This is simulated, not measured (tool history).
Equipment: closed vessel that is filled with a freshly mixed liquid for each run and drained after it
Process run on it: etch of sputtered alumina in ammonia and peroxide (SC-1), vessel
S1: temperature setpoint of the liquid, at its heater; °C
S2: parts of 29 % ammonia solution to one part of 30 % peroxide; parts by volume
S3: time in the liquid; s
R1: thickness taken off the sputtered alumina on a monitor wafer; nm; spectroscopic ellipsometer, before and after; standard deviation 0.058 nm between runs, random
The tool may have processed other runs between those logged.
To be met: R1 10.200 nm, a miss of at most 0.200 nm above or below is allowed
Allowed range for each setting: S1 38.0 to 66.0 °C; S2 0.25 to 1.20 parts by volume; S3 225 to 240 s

run	hour	S1	S2	S3	R1
1	0.0	50.0	0.95	225	12.870
2	1.7	50.0	0.80	225	12.535
3	10.6	49.0	0.80	225	11.853
4	13.1	53.5	0.80	225	15.332
5	17.5	51.5	0.80	225	13.715
6	18.9	50.0	0.80	225	12.578
7	23.3	49.0	0.80	225	11.866
8	29.8	48.0	0.80	225	11.319
9	38.2	47.5	0.80	225	11.045
10	41.1	47.0	0.80	225	10.603

Which of these 4 next moves meets every target?
A	44.0	47.0	1.10	225	?
B	44.0	48.5	0.55	225	?
C	44.0	45.5	0.85	240	?
D	44.0	45.5	0.80	235	?

move	R1
A	11.030
B	11.229
C	10.549
D	10.270
A: the biggest miss grows against the last run
B: the biggest miss grows against the last run
C: nearer the targets than the last run, but a result is still out of spec
D: every result lands within tolerance
The right move is D.

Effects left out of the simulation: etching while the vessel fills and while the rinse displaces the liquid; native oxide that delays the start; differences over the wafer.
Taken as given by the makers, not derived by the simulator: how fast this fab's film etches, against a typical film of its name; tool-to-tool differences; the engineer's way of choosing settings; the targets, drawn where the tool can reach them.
